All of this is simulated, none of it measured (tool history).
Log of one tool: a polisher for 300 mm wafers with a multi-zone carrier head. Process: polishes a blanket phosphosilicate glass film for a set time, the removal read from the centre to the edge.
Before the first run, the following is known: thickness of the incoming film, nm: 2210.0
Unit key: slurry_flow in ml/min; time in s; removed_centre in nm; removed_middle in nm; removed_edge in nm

run	hour	slurry_flow	centre_zone	middle_zone	edge_zone	slurry_solids	time	removed_centre	removed_middle	removed_edge
1	0	145	1	1	1	1	46	312.32	307.54	319.8
2	5.1	145	1	1	1	0.85	46	291.23	288.88	296.4
3	7.2	175	1	1	1	0.85	46	307.1	303.11	311.35
4	8.5	175	1	0.94	1	0.85	46	304.2	283.25	308.66
5	11.5	175	1	0.98	1	0.85	46	302.56	297.57	307.23
6	15.3	165	0.98	0.97	1.03	0.85	46	294.21	291.33	310.4

Run 7 is up next; what results do you expect?
7	18.7	165	0.98	0.97	1.03	0.85	46	?	?	?

Run 7 gave removed_centre 286.69 nm, removed_middle 294.92 nm, removed_edge 309.58 nm.
